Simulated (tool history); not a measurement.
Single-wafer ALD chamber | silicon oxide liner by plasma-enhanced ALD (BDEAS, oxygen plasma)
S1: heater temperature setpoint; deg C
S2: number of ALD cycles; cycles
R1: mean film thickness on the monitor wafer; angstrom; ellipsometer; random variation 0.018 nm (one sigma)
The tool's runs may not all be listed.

{"run": 1, "hour": 0.0, "S1": 320, "S2": 82, "R1": 72.068}
{"run": 2, "hour": 4.4, "S1": 330, "S2": 82, "R1": 70.773}
{"run": 3, "hour": 11.5, "S1": 329, "S2": 84, "R1": 72.74}
{"run": 4, "hour": 14.1, "S1": 328, "S2": 86, "R1": 74.514}
{"run": 5, "hour": 14.8, "S1": 327, "S2": 87, "R1": 75.361}
{"run": 6, "hour": 16.0, "S1": 327, "S2": 88, "R1": 76.381}
{"run": 7, "hour": 22.9, "S1": 327, "S2": 89, "R1": 77.438}

Forecast run 8:
{"run": 8, "hour": 29.2, "S1": 327, "S2": 90, "R1": "?"}

Run 8 yielded R1 78.286 angstrom.
